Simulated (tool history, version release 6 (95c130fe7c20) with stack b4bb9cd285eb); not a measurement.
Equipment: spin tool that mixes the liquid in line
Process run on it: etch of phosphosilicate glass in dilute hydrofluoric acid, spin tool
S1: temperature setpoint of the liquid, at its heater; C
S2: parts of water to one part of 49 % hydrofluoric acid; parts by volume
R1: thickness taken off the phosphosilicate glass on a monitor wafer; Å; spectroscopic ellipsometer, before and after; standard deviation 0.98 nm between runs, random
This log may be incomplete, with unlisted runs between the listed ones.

Run 1, day 0: S1 20 C, S2 130 parts by volume, time under the liquid (s) 190. Result: R1 847.98 Å.
Run 2, day 0.3: S1 20 C, S2 130 parts by volume, time under the liquid (s) 190. Result: R1 844.56 Å.
Run 3, day 0.571: S1 20 C, S2 130 parts by volume, time under the liquid (s) 190. Result: R1 853.52 Å.
Run 4, day 0.654: S1 20 C, S2 130 parts by volume, time under the liquid (s) 205. Result: R1 919.92 Å.
Run 5, day 0.962: S1 18.5 C, S2 130 parts by volume, time under the liquid (s) 205. Result: R1 851.4 Å.
Run 6, day 1.325: S1 21.5 C, S2 130 parts by volume, time under the liquid (s) 205. Result: R1 969.6 Å.

Run 7 comes next. What will it give?
Run 7, day 1.492: S1 22 C, S2 130 parts by volume, time under the liquid (s) 205. Result: R1 ?.

{"run 7": {"R1": 995.22}}
